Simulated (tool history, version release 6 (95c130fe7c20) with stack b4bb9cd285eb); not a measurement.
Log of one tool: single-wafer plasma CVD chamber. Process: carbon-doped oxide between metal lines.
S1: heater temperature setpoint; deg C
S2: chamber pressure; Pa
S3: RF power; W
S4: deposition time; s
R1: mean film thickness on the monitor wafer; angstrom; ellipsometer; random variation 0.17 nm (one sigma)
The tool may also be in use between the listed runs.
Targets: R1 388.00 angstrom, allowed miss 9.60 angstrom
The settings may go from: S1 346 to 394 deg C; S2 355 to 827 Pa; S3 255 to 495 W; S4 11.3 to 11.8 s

run,hour,S1,S2,S3,S4,R1
1,0.0,370,591,375,11.8,465.11
2,4.3,370,591,350,11.8,438.59
3,9.7,371,569,340,11.8,423.22
4,14.3,378,569,340,11.8,415.75
5,15.6,378,569,300,11.8,370.39
6,18.7,377,581,300,11.8,370.83
7,23.4,375,620,320,11.8,397.81
8,30.7,376,617,320,11.8,396.55
9,33.7,377,615,320,11.8,399.56
10,42.6,377,615,320,11.8,398.51
11,48.5,377,615,320,11.8,398.78

4 next moves are on the table. One of them brings every result within its allowed miss. Which?
A,54.4,378,659,325,11.8,?
B,54.4,387,620,365,11.3,?
C,54.4,374,568,320,11.5,?
D,54.4,368,595,345,11.3,?

move,R1
A,404.40
B,420.82
C,385.89
D,413.49
A: further off than the last run
B: further off than the last run
C: meets every target
D: further off than the last run
Move C is the one to make.
